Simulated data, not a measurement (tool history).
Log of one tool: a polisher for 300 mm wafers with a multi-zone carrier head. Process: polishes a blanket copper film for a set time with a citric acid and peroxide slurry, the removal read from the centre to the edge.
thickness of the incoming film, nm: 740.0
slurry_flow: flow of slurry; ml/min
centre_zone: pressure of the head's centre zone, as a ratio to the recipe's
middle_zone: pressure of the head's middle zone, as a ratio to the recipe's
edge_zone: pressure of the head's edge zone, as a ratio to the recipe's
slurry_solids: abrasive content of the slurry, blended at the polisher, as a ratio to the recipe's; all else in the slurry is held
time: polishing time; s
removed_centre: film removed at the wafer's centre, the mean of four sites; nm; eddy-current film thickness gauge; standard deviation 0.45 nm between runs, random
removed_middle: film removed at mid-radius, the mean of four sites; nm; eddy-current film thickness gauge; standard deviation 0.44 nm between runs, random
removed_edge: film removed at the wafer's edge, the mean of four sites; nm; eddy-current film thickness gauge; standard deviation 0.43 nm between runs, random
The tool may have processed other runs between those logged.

{"run": 1, "hour": 0.0, "slurry_flow": 185, "centre_zone": 1.0, "middle_zone": 1.0, "edge_zone": 1.0, "slurry_solids": 1.0, "time": 52, "removed_centre": 59.636, "removed_middle": 59.349, "removed_edge": 57.411}
{"run": 2, "hour": 4.6, "slurry_flow": 180, "centre_zone": 1.02, "middle_zone": 0.99, "edge_zone": 0.97, "slurry_solids": 0.9, "time": 52, "removed_centre": 58.777, "removed_middle": 58.719, "removed_edge": 54.435}
{"run": 3, "hour": 8.0, "slurry_flow": 175, "centre_zone": 1.03, "middle_zone": 0.96, "edge_zone": 0.95, "slurry_solids": 0.85, "time": 52, "removed_centre": 58.847, "removed_middle": 54.094, "removed_edge": 54.693}
{"run": 4, "hour": 16.4, "slurry_flow": 170, "centre_zone": 1.05, "middle_zone": 0.97, "edge_zone": 0.93, "slurry_solids": 0.8, "time": 52, "removed_centre": 58.642, "removed_middle": 54.729, "removed_edge": 52.779}
{"run": 5, "hour": 18.7, "slurry_flow": 170, "centre_zone": 1.05, "middle_zone": 0.97, "edge_zone": 0.93, "slurry_solids": 0.7, "time": 52, "removed_centre": 57.106, "removed_middle": 52.959, "removed_edge": 51.141}
{"run": 6, "hour": 21.8, "slurry_flow": 200, "centre_zone": 1.05, "middle_zone": 0.97, "edge_zone": 0.93, "slurry_solids": 0.7, "time": 52, "removed_centre": 58.899, "removed_middle": 53.911, "removed_edge": 51.963}
{"run": 7, "hour": 26.2, "slurry_flow": 195, "centre_zone": 1.06, "middle_zone": 0.97, "edge_zone": 0.91, "slurry_solids": 0.65, "time": 52, "removed_centre": 57.16, "removed_middle": 52.185, "removed_edge": 50.527}

Run 8, settings as shown, results not yet in. Your forecast:
{"run": 8, "hour": 32.6, "slurry_flow": 195, "centre_zone": 1.07, "middle_zone": 0.97, "edge_zone": 0.89, "slurry_solids": 0.65, "time": 52, "removed_centre": "?", "removed_middle": "?", "removed_edge": "?"}

Run 8 came out at removed_centre 57.763 nm, removed_middle 53.285 nm, removed_edge 49.283 nm.
